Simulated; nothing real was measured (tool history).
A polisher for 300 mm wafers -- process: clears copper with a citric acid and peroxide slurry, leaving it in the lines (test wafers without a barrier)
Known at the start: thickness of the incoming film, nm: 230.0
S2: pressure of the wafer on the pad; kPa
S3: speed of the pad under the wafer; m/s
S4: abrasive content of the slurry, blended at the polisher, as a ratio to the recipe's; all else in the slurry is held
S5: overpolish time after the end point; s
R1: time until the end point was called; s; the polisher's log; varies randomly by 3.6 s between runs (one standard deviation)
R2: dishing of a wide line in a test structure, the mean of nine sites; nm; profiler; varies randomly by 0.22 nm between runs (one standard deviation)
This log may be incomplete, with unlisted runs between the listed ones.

run 1 hour=0 | flow_of_slurry_(ml/min)=250 S2=15.2 S3=0.86 S4=1 S5=16 | R1=171.18 R2=13.274
run 2 hour=8.9 | flow_of_slurry_(ml/min)=250 S2=15.2 S3=1.04 S4=1 S5=16 | R1=148.48 R2=14.849
run 3 hour=10.4 | flow_of_slurry_(ml/min)=250 S2=13.8 S3=1.04 S4=1 S5=17 | R1=163.05 R2=15.573
run 4 hour=11.9 | flow_of_slurry_(ml/min)=250 S2=13.8 S3=1.04 S4=1 S5=23 | R1=159.08 R2=20.365
run 5 hour=14.5 | flow_of_slurry_(ml/min)=300 S2=13.8 S3=1.04 S4=1 S5=23 | R1=155.84 R2=20.306
run 6 hour=16.1 | flow_of_slurry_(ml/min)=300 S2=12.4 S3=1.02 S4=1 S5=22 | R1=175.32 R2=18.198
run 7 hour=25 | flow_of_slurry_(ml/min)=300 S2=11.7 S3=1 S4=1 S5=21 | R1=180.54 R2=15.808
run 8 hour=25.6 | flow_of_slurry_(ml/min)=300 S2=11 S3=1 S4=1 S5=21 | R1=188.05 R2=15.508

Run 9 is up next; what results do you expect?
run 9 hour=33.4 | flow_of_slurry_(ml/min)=300 S2=10.3 S3=1 S4=1 S5=21 | R1=? R2=?

R1: 193.55 s
R2: 15.629 nm
